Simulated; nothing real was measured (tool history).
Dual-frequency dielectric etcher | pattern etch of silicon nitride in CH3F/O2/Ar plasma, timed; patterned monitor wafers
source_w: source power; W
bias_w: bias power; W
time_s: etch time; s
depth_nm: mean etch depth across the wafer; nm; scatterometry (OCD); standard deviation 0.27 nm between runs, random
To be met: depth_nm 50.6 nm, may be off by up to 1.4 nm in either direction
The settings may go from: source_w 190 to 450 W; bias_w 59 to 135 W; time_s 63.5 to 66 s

{"run": 1, "hour": 0.0, "source_w": 320, "bias_w": 97, "time_s": 63.5, "depth_nm": 43.604}
{"run": 2, "hour": 8.5, "source_w": 320, "bias_w": 80, "time_s": 63.5, "depth_nm": 41.256}
{"run": 3, "hour": 12.4, "source_w": 320, "bias_w": 80, "time_s": 63.5, "depth_nm": 41.447}
{"run": 4, "hour": 14.0, "source_w": 340, "bias_w": 85, "time_s": 64, "depth_nm": 43.738}
{"run": 5, "hour": 17.8, "source_w": 300, "bias_w": 85, "time_s": 64, "depth_nm": 41.157}
{"run": 6, "hour": 21.2, "source_w": 330, "bias_w": 88, "time_s": 64, "depth_nm": 43.081}
{"run": 7, "hour": 22.1, "source_w": 350, "bias_w": 92, "time_s": 64.5, "depth_nm": 44.991}
{"run": 8, "hour": 23.5, "source_w": 370, "bias_w": 95, "time_s": 65, "depth_nm": 47.403}
{"run": 9, "hour": 29.8, "source_w": 380, "bias_w": 96, "time_s": 65, "depth_nm": 47.807}

5 next moves are on the table. One of them brings every result within its allowed miss. Which?
{"run": "A", "hour": 36.1, "source_w": 350, "bias_w": 100, "time_s": 64, "depth_nm": "?"}
{"run": "B", "hour": 36.1, "source_w": 390, "bias_w": 116, "time_s": 63.5, "depth_nm": "?"}
{"run": "C", "hour": 36.1, "source_w": 390, "bias_w": 89, "time_s": 63.5, "depth_nm": "?"}
{"run": "D", "hour": 36.1, "source_w": 320, "bias_w": 108, "time_s": 64.5, "depth_nm": "?"}
{"run": "E", "hour": 36.1, "source_w": 370, "bias_w": 105, "time_s": 64.5, "depth_nm": "?"}

move=A depth_nm=46.445
move=B depth_nm=50.508
move=C depth_nm=46.806
move=D depth_nm=45.972
move=E depth_nm=48.668
A: the biggest miss grows against the last run
B: every result lands within tolerance
C: the biggest miss grows against the last run
D: the biggest miss grows against the last run
E: better than the last run, though not everything is in spec
The move that meets every target is B.
